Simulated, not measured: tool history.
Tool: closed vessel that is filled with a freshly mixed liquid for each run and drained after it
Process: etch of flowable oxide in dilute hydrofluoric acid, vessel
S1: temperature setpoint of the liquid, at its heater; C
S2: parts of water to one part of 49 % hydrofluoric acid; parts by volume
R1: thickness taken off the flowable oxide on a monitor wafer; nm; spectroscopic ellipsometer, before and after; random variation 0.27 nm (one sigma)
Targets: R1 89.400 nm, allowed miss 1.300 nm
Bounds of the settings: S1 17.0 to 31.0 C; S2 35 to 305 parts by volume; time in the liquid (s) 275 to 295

Run 1, hour 0.0: S1 23.0 C, S2 170 parts by volume, time in the liquid (s) 275. Result: R1 58.777 nm.
Run 2, hour 0.5: S1 25.5 C, S2 165 parts by volume, time in the liquid (s) 275. Result: R1 66.505 nm.
Run 3, hour 8.8: S1 29.0 C, S2 165 parts by volume, time in the liquid (s) 275. Result: R1 75.799 nm.
Run 4, hour 17.1: S1 31.0 C, S2 165 parts by volume, time in the liquid (s) 275. Result: R1 81.225 nm.
Run 5, hour 24.6: S1 31.0 C, S2 220 parts by volume, time in the liquid (s) 275. Result: R1 57.161 nm.
Run 6, hour 30.5: S1 28.0 C, S2 220 parts by volume, time in the liquid (s) 275. Result: R1 51.463 nm.
Run 7, hour 33.9: S1 29.0 C, S2 195 parts by volume, time in the liquid (s) 275. Result: R1 61.788 nm.
Run 8, hour 41.4: S1 29.0 C, S2 195 parts by volume, time in the liquid (s) 275. Result: R1 61.599 nm.
Run 9, hour 42.7: S1 29.5 C, S2 180 parts by volume, time in the liquid (s) 275. Result: R1 69.598 nm.

Which of these 4 next moves meets every target?
Run A, hour 44.0: S1 31.0 C, S2 175 parts by volume, time in the liquid (s) 295. Result: R1 ?.
Run B, hour 44.0: S1 30.5 C, S2 150 parts by volume, time in the liquid (s) 275. Result: R1 ?.
Run C, hour 44.0: S1 29.5 C, S2 150 parts by volume, time in the liquid (s) 295. Result: R1 ?.
Run D, hour 44.0: S1 27.5 C, S2 210 parts by volume, time in the liquid (s) 280. Result: R1 ?.

move      R1
   A  81.375
   B  89.846
   C  92.977
   D  54.552
A: nearer than the last run, and not there yet
B: meets every target
C: takes the result that was furthest off past its target
D: further off than the last run
Answer: B
